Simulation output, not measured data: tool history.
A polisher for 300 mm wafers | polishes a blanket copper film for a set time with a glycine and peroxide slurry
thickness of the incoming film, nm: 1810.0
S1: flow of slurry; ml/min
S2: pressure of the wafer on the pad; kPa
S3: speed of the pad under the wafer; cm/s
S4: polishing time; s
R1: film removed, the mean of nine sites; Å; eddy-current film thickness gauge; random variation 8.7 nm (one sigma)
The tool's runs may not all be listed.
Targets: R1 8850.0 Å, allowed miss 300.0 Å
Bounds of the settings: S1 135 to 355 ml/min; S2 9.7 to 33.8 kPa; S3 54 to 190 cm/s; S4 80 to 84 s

{"run": 1, "hour": 0.0, "S1": 225, "S2": 21.4, "S3": 122, "S4": 80, "R1": 6917.0}
{"run": 2, "hour": 4.6, "S1": 225, "S2": 21.4, "S3": 122, "S4": 80, "R1": 6914.7}
{"run": 3, "hour": 12.5, "S1": 225, "S2": 22.8, "S3": 122, "S4": 80, "R1": 7145.0}
{"run": 4, "hour": 16.0, "S1": 225, "S2": 22.8, "S3": 122, "S4": 80, "R1": 7110.7}
{"run": 5, "hour": 19.0, "S1": 225, "S2": 24.1, "S3": 122, "S4": 80, "R1": 7327.0}
{"run": 6, "hour": 27.6, "S1": 225, "S2": 25.5, "S3": 122, "S4": 80, "R1": 7471.6}
{"run": 7, "hour": 29.8, "S1": 225, "S2": 26.9, "S3": 122, "S4": 80, "R1": 7749.3}
{"run": 8, "hour": 32.4, "S1": 225, "S2": 28.3, "S3": 122, "S4": 80, "R1": 8156.6}
{"run": 9, "hour": 36.4, "S1": 225, "S2": 29.0, "S3": 122, "S4": 80, "R1": 8187.9}

5 next moves are on the table. One of them brings every result within its allowed miss. Which?
{"run": "A", "hour": 40.4, "S1": 210, "S2": 27.6, "S3": 148, "S4": 82, "R1": "?"}
{"run": "B", "hour": 40.4, "S1": 230, "S2": 28.3, "S3": 126, "S4": 84, "R1": "?"}
{"run": "C", "hour": 40.4, "S1": 235, "S2": 31.0, "S3": 132, "S4": 84, "R1": "?"}
{"run": "D", "hour": 40.4, "S1": 295, "S2": 27.6, "S3": 142, "S4": 81, "R1": "?"}
{"run": "E", "hour": 40.4, "S1": 305, "S2": 28.3, "S3": 108, "S4": 84, "R1": "?"}

move=A R1=9598.0
move=B R1=8735.5
move=C R1=9663.4
move=D R1=9471.1
move=E R1=7846.9
A: takes the result that was furthest off past its target
B: meets every target
C: takes the result that was furthest off past its target
D: takes the result that was furthest off past its target
E: further off than the last run
Move B is the one to make.
